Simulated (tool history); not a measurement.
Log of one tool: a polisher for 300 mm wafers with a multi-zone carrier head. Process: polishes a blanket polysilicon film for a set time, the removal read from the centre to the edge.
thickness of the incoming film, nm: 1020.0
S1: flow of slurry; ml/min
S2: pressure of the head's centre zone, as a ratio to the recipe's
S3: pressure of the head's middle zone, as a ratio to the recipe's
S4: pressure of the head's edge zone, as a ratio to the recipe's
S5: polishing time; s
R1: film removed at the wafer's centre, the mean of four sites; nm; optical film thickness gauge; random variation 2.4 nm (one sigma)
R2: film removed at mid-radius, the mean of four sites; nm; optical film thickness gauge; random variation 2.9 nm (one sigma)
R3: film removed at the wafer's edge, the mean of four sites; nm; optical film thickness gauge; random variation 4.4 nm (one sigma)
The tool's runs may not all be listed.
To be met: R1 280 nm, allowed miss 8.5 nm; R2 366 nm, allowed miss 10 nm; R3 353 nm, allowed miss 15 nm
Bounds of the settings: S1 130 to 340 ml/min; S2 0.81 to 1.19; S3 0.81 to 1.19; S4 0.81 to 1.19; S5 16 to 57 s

run	day	S1	S2	S3	S4	S5	R1	R2	R3
1	0	220	1	1	1	36	295.87	303.44	305.54
2	0.104	220	0.96	1	1	36	288.41	304.97	303.76
3	0.367	235	0.92	1.04	1.06	36	276.37	319.42	305.26
4	0.712	235	0.92	0.96	1.06	36	278.51	297.34	320.37
5	1.05	245	0.89	0.99	1.09	37	273.87	316.88	325.41
6	1.212	245	0.89	1.07	1.09	37	279.59	334.33	326.95
7	1.575	255	0.88	1.09	1.11	37	270.34	340.68	332.93
8	1.612	265	0.89	1.11	1.12	37	275.38	348.7	326.06

4 next moves are on the table. One of them brings every result within its allowed miss. Which?
A	1.65	320	0.88	1.19	1	37	?	?	?
B	1.65	265	0.85	1.09	1.11	39	?	?	?
C	1.65	280	0.93	1.12	1.02	34	?	?	?
D	1.65	245	0.87	0.99	1.17	39	?	?	?

move	R1	R2	R3
A	276.05	382.24	316.8
B	276	369.15	348.01
C	264.89	330.47	291.79
D	280.21	339.17	356.17
A: further off than the last run
B: meets every target
C: further off than the last run
D: brings the result that was furthest off to its target, and leaves another outside
Answer: B

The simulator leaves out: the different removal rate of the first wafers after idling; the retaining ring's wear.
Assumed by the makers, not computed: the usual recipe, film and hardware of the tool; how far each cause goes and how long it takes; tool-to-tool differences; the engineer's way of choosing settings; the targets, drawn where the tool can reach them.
